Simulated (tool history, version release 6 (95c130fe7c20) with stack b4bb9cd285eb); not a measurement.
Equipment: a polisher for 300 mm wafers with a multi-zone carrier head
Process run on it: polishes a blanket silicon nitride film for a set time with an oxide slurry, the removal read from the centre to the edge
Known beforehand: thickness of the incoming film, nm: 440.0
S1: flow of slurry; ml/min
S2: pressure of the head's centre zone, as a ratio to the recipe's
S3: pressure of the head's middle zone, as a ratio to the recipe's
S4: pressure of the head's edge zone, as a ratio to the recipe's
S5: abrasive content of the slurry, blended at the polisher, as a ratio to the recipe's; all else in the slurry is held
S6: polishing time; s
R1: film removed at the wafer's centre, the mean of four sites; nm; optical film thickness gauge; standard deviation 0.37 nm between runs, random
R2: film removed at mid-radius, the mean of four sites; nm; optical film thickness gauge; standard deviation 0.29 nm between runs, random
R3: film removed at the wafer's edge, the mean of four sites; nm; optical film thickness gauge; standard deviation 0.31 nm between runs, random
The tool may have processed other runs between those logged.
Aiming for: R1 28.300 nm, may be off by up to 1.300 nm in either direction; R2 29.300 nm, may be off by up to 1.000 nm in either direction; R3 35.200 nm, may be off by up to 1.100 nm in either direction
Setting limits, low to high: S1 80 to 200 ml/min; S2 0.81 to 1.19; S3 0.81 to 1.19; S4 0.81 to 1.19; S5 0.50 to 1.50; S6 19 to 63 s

run 1 hour=0.0 | S1=130 S2=1.00 S3=1.00 S4=1.00 S5=1.00 S6=41 | R1=25.459 R2=25.684 R3=25.620
run 2 hour=7.1 | S1=135 S2=0.99 S3=0.99 S4=1.02 S5=1.05 S6=41 | R1=26.202 R2=26.216 R3=26.220
run 3 hour=15.8 | S1=135 S2=0.99 S3=0.99 S4=1.02 S5=1.15 S6=41 | R1=26.194 R2=26.928 R3=26.906
run 4 hour=20.2 | S1=135 S2=0.99 S3=0.95 S4=1.02 S5=1.15 S6=41 | R1=26.391 R2=26.274 R3=27.121
run 5 hour=23.6 | S1=135 S2=0.99 S3=0.95 S4=0.98 S5=1.15 S6=41 | R1=26.984 R2=26.375 R3=26.492
run 6 hour=24.5 | S1=135 S2=0.99 S3=0.91 S4=0.98 S5=1.15 S6=41 | R1=25.841 R2=25.713 R3=27.190
run 7 hour=29.8 | S1=140 S2=0.98 S3=0.90 S4=1.00 S5=1.20 S6=41 | R1=26.946 R2=25.236 R3=27.634
run 8 hour=33.0 | S1=135 S2=0.97 S3=0.90 S4=1.01 S5=1.25 S6=42 | R1=27.359 R2=26.653 R3=27.944
run 9 hour=39.7 | S1=140 S2=0.95 S3=0.89 S4=1.03 S5=1.25 S6=43 | R1=28.050 R2=27.064 R3=29.759
run 10 hour=43.1 | S1=175 S2=0.85 S3=0.91 S4=1.13 S5=1.30 S6=43 | R1=26.595 R2=29.197 R3=32.250
run 11 hour=45.3 | S1=175 S2=0.85 S3=0.90 S4=1.14 S5=1.30 S6=43 | R1=27.210 R2=28.506 R3=32.102
run 12 hour=46.7 | S1=175 S2=0.85 S3=0.90 S4=1.15 S5=1.30 S6=43 | R1=26.409 R2=29.186 R3=32.207
run 13 hour=50.6 | S1=185 S2=0.86 S3=0.81 S4=1.19 S5=1.45 S6=43 | R1=27.572 R2=28.163 R3=34.857

Next run, 5 choices. One meets every target within its allowed miss, the rest don't. Which?
run A hour=54.5 | S1=200 S2=0.98 S3=0.84 S4=1.05 S5=1.45 S6=43 | R1=? R2=? R3=?
run B hour=54.5 | S1=185 S2=0.87 S3=0.85 S4=1.19 S5=1.25 S6=46 | R1=? R2=? R3=?
run C hour=54.5 | S1=200 S2=0.92 S3=0.91 S4=1.15 S5=1.50 S6=41 | R1=? R2=? R3=?
run D hour=54.5 | S1=195 S2=0.89 S3=0.85 S4=1.19 S5=1.35 S6=42 | R1=? R2=? R3=?
run E hour=54.5 | S1=200 S2=0.90 S3=0.90 S4=1.12 S5=1.35 S6=42 | R1=? R2=? R3=?

move=A R1=32.160 R2=29.396 R3=32.462
move=B R1=28.746 R2=29.937 R3=35.023
move=C R1=29.086 R2=30.070 R3=32.720
move=D R1=27.766 R2=28.231 R3=32.960
move=E R1=28.206 R2=29.574 R3=32.011
A: brings the last run's worst result on target, with another outside its allowed miss
B: each result inside its tolerance
C: brings the last run's worst result on target, with another outside its allowed miss
D: further off than the last run
E: brings the last run's worst result on target, with another outside its allowed miss
The right move is B.

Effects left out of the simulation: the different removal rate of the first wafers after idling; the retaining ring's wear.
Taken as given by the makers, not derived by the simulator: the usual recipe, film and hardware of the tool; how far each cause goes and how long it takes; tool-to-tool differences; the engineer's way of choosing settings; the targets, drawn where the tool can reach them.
